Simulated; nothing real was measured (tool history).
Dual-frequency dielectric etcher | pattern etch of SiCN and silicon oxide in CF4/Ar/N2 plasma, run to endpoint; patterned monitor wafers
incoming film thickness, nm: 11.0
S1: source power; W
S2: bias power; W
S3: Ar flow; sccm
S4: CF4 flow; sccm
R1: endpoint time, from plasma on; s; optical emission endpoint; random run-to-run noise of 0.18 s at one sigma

run	day	S1	S2	S3	S4	R1
1	0	580	51	90	64	12.665
2	0.212	580	59	90	64	12.138
3	0.383	580	64	90	64	12.006
4	0.742	540	61	95	60	13.356
5	0.946	540	54	95	60	13.922
6	1.204	480	54	95	60	16.03
7	1.525	460	54	95	60	16.578
8	1.633	360	46	103	55	24.629

Run 9 comes next. What will it give?
9	1.671	370	46	103	55	?

R1: 23.759 s
